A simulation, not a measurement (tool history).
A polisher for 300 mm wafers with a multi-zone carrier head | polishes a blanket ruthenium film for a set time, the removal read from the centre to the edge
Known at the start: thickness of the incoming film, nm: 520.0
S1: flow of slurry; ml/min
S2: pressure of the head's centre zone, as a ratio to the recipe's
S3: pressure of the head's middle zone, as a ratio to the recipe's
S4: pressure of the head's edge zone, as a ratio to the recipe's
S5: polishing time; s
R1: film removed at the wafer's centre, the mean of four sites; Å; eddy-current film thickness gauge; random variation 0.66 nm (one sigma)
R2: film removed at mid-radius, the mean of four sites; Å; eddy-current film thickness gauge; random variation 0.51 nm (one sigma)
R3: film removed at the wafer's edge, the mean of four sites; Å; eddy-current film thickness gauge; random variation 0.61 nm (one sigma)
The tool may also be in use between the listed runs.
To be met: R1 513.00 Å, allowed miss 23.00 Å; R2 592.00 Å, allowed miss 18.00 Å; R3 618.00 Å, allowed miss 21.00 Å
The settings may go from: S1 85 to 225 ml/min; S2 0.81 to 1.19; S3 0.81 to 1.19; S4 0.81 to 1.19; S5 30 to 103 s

run  hour   S1    S2    S3    S4  S5       R1       R2       R3
  1   0.0  145  1.00  1.00  1.00  66  1025.30  1023.90   992.46
  2   6.1  145  1.00  1.07  1.00  66  1003.40  1055.80  1001.10
  3  13.5  145  1.00  1.07  1.00  53   827.76   850.98   781.05
  4  17.6  145  1.00  1.07  0.95  53   818.71   860.15   790.73
  5  22.8  125  0.94  1.01  0.93  49   698.33   729.06   702.82
  6  24.6  125  0.89  1.01  0.93  49   641.92   732.58   687.32
  7  28.9  110  0.86  0.98  0.96  48   592.16   679.45   673.46
  8  35.8  105  0.84  0.96  0.96  47   554.41   638.50   657.02

Which of these 4 next moves meets every target?
  A  42.7  145  1.03  0.96  0.97  41   ?   ?   ?
  B  42.7  120  0.93  1.07  0.81  45   ?   ?   ?
  C  42.7  120  0.83  0.88  1.01  45   ?   ?   ?
  D  42.7  100  0.82  0.92  0.92  46   ?   ?   ?

move      R1      R2      R3
   A  656.98  606.41  613.07
   B  618.12  694.66  599.46
   C  550.41  594.28  665.14
   D  522.00  595.78  626.39
A: brings the result that was furthest off to its target, and leaves another outside
B: further off than the last run
C: brings the result that was furthest off to its target, and leaves another outside
D: meets every target
Move D is the one to make.
